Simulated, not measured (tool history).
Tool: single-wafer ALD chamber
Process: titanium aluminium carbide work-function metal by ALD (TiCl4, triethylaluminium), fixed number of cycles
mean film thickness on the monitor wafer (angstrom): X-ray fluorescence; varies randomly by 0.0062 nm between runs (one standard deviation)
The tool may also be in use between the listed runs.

| run | day | heater temperature setpoint (deg C) | triethylaluminium pulse time (s) | mean film thickness on the monitor wafer (angstrom) |
|---|---|---|---|---|
| 1 | 0 | 320 | 11.96 | 23.397 |
| 2 | 0.146 | 320 | 10.79 | 23.296 |
| 3 | 0.379 | 320 | 8.17 | 22.664 |
| 4 | 0.625 | 325 | 8.17 | 23.204 |
| 5 | 0.904 | 325 | 10.13 | 23.644 |
| 6 | 0.933 | 332 | 10.13 | 24.421 |
| 7 | 1.3 | 328 | 9.8 | 23.905 |

Run 8 has not been measured yet. What should we expect?
| 8 | 1.425 | 324 | 9.53 | ? |

mean film thickness on the monitor wafer (angstrom): 23.502

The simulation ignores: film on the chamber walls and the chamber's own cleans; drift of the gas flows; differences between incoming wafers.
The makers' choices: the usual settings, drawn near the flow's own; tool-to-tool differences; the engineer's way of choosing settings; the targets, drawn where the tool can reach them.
